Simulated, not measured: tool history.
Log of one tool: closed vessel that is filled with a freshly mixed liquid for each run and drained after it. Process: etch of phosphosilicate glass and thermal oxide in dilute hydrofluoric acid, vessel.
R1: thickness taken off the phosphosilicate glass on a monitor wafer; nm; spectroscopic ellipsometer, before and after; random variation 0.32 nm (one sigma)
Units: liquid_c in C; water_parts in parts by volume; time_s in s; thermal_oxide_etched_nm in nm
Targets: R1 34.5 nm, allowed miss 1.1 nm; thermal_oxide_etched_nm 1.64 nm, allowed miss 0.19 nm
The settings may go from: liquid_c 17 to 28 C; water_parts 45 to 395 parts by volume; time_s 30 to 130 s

run 1 hour=0 | liquid_c=20 water_parts=220 time_s=65 | R1=24.733 thermal_oxide_etched_nm=1.1516
run 2 hour=0.7 | liquid_c=20 water_parts=220 time_s=75 | R1=28.917 thermal_oxide_etched_nm=1.3859
run 3 hour=5.1 | liquid_c=21 water_parts=220 time_s=75 | R1=29.569 thermal_oxide_etched_nm=1.3697
run 4 hour=14 | liquid_c=21.5 water_parts=215 time_s=75 | R1=30.63 thermal_oxide_etched_nm=1.4659
run 5 hour=19.3 | liquid_c=21.5 water_parts=215 time_s=100 | R1=41.718 thermal_oxide_etched_nm=2.0835
run 6 hour=25.4 | liquid_c=21 water_parts=220 time_s=100 | R1=39.428 thermal_oxide_etched_nm=1.9154
run 7 hour=32 | liquid_c=20.5 water_parts=220 time_s=100 | R1=38.995 thermal_oxide_etched_nm=1.8648
run 8 hour=39.9 | liquid_c=20 water_parts=220 time_s=100 | R1=37.9 thermal_oxide_etched_nm=1.8855

Which of these 4 next moves meets every target?
run A hour=47.8 | liquid_c=17 water_parts=280 time_s=130 | R1=? thermal_oxide_etched_nm=?
run B hour=47.8 | liquid_c=22 water_parts=185 time_s=85 | R1=? thermal_oxide_etched_nm=?
run C hour=47.8 | liquid_c=20 water_parts=260 time_s=110 | R1=? thermal_oxide_etched_nm=?
run D hour=47.8 | liquid_c=17.5 water_parts=250 time_s=110 | R1=? thermal_oxide_etched_nm=?

move=A R1=32.673 thermal_oxide_etched_nm=1.6009
move=B R1=42.787 thermal_oxide_etched_nm=2.0965
move=C R1=33.943 thermal_oxide_etched_nm=1.6632
move=D R1=32.395 thermal_oxide_etched_nm=1.5873
A: takes the result that was furthest off past its target
B: further off than the last run
C: meets every target
D: takes the result that was furthest off past its target
Move C is the one to make.

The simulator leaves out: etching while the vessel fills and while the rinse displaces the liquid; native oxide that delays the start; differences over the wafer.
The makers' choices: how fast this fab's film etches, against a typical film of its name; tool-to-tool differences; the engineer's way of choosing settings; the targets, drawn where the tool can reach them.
